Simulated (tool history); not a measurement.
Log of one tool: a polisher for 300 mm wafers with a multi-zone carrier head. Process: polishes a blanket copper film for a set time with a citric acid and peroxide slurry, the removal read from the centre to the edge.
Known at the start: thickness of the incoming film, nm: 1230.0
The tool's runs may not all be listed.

run	day	flow of slurry (ml/min)	pressure of the head's centre zone	pressure of the head's middle zone	pressure of the head's edge zone	abrasive content of the slurry	polishing time (s)	film removed at the wafer's centre (angstrom)	film removed at mid-radius (angstrom)	film removed at the wafer's edge (angstrom)
1	0.000	300	1.00	1.00	1.00	1.00	84	1537.0	1451.7	1473.1
2	0.329	300	0.97	1.00	0.98	0.90	82	1465.9	1407.9	1393.9
3	0.517	295	0.94	1.00	0.98	0.85	80	1303.5	1342.7	1368.6
4	0.621	295	0.89	1.00	0.98	0.85	80	1266.9	1344.7	1364.2
5	0.879	295	0.89	1.00	0.95	0.75	79	1242.2	1302.7	1284.1
6	1.021	295	0.89	0.92	0.95	0.75	79	1227.0	1202.5	1305.1

Run 7 comes next. What will it give?
7	1.183	290	0.87	0.93	0.93	0.70	79	?	?	?

{"run 7": {"film removed at the wafer's centre (angstrom)": 1181.7, "film removed at mid-radius (angstrom)": 1230.7, "film removed at the wafer's edge (angstrom)": 1270.0}}

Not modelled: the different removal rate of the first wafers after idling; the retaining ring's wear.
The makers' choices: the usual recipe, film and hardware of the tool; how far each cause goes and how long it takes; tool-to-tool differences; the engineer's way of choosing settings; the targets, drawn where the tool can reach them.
